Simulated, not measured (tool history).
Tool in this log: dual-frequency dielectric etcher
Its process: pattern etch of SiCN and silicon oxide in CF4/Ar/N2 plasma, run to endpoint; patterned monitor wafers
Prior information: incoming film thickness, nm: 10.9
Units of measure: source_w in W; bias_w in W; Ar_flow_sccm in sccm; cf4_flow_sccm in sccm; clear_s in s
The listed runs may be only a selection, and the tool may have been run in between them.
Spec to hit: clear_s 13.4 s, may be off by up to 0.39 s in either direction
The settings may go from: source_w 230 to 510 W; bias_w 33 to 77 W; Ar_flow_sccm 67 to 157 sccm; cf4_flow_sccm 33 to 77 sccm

{"run": 1, "hour": 0.0, "source_w": 370, "bias_w": 55, "Ar_flow_sccm": 112, "cf4_flow_sccm": 55, "clear_s": 17.439}
{"run": 2, "hour": 7.8, "source_w": 370, "bias_w": 49, "Ar_flow_sccm": 112, "cf4_flow_sccm": 55, "clear_s": 17.78}
{"run": 3, "hour": 14.1, "source_w": 400, "bias_w": 50, "Ar_flow_sccm": 111, "cf4_flow_sccm": 55, "clear_s": 16.626}
{"run": 4, "hour": 16.6, "source_w": 400, "bias_w": 50, "Ar_flow_sccm": 111, "cf4_flow_sccm": 61, "clear_s": 16.427}
{"run": 5, "hour": 21.6, "source_w": 340, "bias_w": 50, "Ar_flow_sccm": 111, "cf4_flow_sccm": 61, "clear_s": 18.775}
{"run": 6, "hour": 28.2, "source_w": 380, "bias_w": 51, "Ar_flow_sccm": 110, "cf4_flow_sccm": 61, "clear_s": 16.988}
{"run": 7, "hour": 29.1, "source_w": 450, "bias_w": 54, "Ar_flow_sccm": 108, "cf4_flow_sccm": 62, "clear_s": 14.55}
{"run": 8, "hour": 35.6, "source_w": 460, "bias_w": 54, "Ar_flow_sccm": 108, "cf4_flow_sccm": 62, "clear_s": 14.256}

Which single option among these 4 for the next run brings every result within its allowed miss of target? Just one does.
{"run": "A", "hour": 42.1, "source_w": 470, "bias_w": 53, "Ar_flow_sccm": 115, "cf4_flow_sccm": 65, "clear_s": "?"}
{"run": "B", "hour": 42.1, "source_w": 500, "bias_w": 46, "Ar_flow_sccm": 98, "cf4_flow_sccm": 67, "clear_s": "?"}
{"run": "C", "hour": 42.1, "source_w": 460, "bias_w": 52, "Ar_flow_sccm": 101, "cf4_flow_sccm": 65, "clear_s": "?"}
{"run": "D", "hour": 42.1, "source_w": 490, "bias_w": 71, "Ar_flow_sccm": 119, "cf4_flow_sccm": 70, "clear_s": "?"}

move=A clear_s=14.128
move=B clear_s=13.491
move=C clear_s=14.206
move=D clear_s=12.556
A: gains on the last run, yet a result remains outside its allowed miss
B: hits every target within its allowed miss
C: gains on the last run, yet a result remains outside its allowed miss
D: the result that was furthest off in the last run now lies on the other side of its target
The right move is B.
